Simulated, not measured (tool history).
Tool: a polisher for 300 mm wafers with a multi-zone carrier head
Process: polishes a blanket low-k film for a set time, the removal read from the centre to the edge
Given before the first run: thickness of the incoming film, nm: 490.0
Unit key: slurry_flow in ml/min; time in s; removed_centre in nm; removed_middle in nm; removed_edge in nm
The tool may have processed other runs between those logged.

| run | hour | slurry_flow | centre_zone | middle_zone | edge_zone | slurry_solids | time | removed_centre | removed_middle | removed_edge |
|---|---|---|---|---|---|---|---|---|---|---|
| 1 | 0 | 170 | 1 | 1 | 1 | 1 | 67 | 41.359 | 41.491 | 40.459 |
| 2 | 4.6 | 175 | 0.99 | 0.99 | 1.04 | 1.1 | 67 | 42.264 | 42.687 | 41.59 |
| 3 | 7 | 175 | 0.99 | 0.99 | 1.04 | 1.3 | 67 | 42.962 | 43.68 | 44.769 |
| 4 | 8.2 | 175 | 0.99 | 0.99 | 1.06 | 1.35 | 69 | 45.402 | 47.106 | 46.798 |
| 5 | 14.3 | 180 | 0.98 | 0.96 | 1.07 | 1.4 | 71 | 47.278 | 45.872 | 49.905 |
| 6 | 21.9 | 180 | 0.98 | 0.91 | 1.07 | 1.4 | 71 | 46.692 | 44.672 | 48.335 |

Run 7 comes next. What will it give?
| 7 | 28.5 | 180 | 0.98 | 0.91 | 1.07 | 1.4 | 71 | ? | ? | ? |

{"run 7": {"removed_centre": 47.28, "removed_middle": 44.863, "removed_edge": 48.393}}

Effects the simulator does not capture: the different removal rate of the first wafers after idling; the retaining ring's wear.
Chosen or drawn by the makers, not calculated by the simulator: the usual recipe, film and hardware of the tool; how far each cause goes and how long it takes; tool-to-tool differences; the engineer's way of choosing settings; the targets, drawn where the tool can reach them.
